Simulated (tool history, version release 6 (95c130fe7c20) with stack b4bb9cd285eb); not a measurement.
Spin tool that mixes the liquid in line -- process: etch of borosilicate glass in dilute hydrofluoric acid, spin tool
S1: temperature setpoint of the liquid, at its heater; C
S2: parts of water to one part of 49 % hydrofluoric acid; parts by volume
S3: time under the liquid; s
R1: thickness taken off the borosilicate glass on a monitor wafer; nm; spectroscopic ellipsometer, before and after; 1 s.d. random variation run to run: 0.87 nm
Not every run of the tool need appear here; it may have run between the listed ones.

run	hour	S1	S2	S3	R1
1	0.0	20.0	115	165	42.578
2	6.8	20.0	150	165	31.273
3	15.5	20.0	170	165	26.991
4	24.4	23.0	170	165	30.802
5	32.9	24.5	145	165	38.400
6	37.9	28.0	145	165	43.633
7	40.9	28.0	120	165	54.351
8	46.0	28.0	70	165	103.390
9	54.5	27.0	70	165	97.850

Expected results for the next run?
10	61.7	26.5	70	165	?

R1: 95.250 nm
